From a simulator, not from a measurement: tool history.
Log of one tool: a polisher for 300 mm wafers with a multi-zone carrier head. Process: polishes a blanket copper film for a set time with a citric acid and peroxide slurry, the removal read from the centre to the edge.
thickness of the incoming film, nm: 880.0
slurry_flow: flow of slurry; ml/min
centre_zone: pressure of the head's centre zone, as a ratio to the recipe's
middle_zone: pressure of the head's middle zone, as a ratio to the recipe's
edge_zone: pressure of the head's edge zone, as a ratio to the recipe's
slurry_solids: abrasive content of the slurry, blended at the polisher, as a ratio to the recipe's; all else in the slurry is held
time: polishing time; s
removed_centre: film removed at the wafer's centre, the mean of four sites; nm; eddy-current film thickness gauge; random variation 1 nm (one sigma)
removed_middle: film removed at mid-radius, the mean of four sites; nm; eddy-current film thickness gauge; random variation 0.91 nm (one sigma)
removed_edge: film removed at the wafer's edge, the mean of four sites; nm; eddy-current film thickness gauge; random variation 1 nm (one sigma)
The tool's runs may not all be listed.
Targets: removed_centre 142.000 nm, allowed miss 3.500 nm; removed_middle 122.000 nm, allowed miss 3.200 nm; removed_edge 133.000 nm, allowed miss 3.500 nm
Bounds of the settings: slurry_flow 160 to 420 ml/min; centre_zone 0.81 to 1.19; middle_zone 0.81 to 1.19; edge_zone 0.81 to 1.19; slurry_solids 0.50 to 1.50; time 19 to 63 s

run  hour  slurry_flow  centre_zone  middle_zone  edge_zone  slurry_solids  time  removed_centre  removed_middle  removed_edge
  1   0.0          270         1.00         1.00       1.00           1.00    41          96.855          98.296        96.284
  2   7.5          270         1.00         1.00       1.03           1.00    41          97.389          98.791        97.369
  3   9.7          270         1.00         1.03       1.03           1.00    41          96.073         100.160        97.070
  4  12.2          280         1.03         1.01       1.07           1.15    42         106.340         106.310       108.780
  5  14.4          280         1.03         1.01       1.07           1.15    46         118.040         116.110       116.620
  6  21.6          280         1.03         0.95       1.07           1.15    46         116.400         109.870       117.820
  7  27.4          300         1.06         0.96       1.10           1.15    46         122.640         111.630       120.160
  8  33.3          315         1.08         0.97       1.12           1.20    46         126.650         116.580       122.790
  9  34.0          325         1.10         0.96       1.14           1.25    46         130.140         116.240       125.790
 10  39.7          335         1.11         0.96       1.15           1.30    46         134.740         117.230       126.830
 11  44.7          340         1.11         0.96       1.16           1.35    46         135.890         119.540       130.270
 12  47.2          350         1.12         0.96       1.17           1.35    46         136.810         120.560       130.480

Which of these 5 next moves meets every target?
  A  49.7          325         1.15         0.94       1.12           1.30    46               ?               ?             ?
  B  49.7          355         1.14         0.97       1.18           1.20    48               ?               ?             ?
  C  49.7          365         1.07         0.96       1.19           1.35    47               ?               ?             ?
  D  49.7          310         1.14         1.04       1.15           1.45    44               ?               ?             ?
  E  49.7          395         1.05         0.93       1.15           1.20    48               ?               ?             ?

move  removed_centre  removed_middle  removed_edge
   A         138.640         115.700       126.840
   B         141.150         121.880       133.420
   C         134.680         122.910       136.220
   D         135.250         123.960       126.470
   E         131.070         118.690       132.550
A: brings the result that was furthest off to its target, and leaves another outside
B: meets every target
C: further off than the last run
D: further off than the last run
E: further off than the last run
The right move is B.

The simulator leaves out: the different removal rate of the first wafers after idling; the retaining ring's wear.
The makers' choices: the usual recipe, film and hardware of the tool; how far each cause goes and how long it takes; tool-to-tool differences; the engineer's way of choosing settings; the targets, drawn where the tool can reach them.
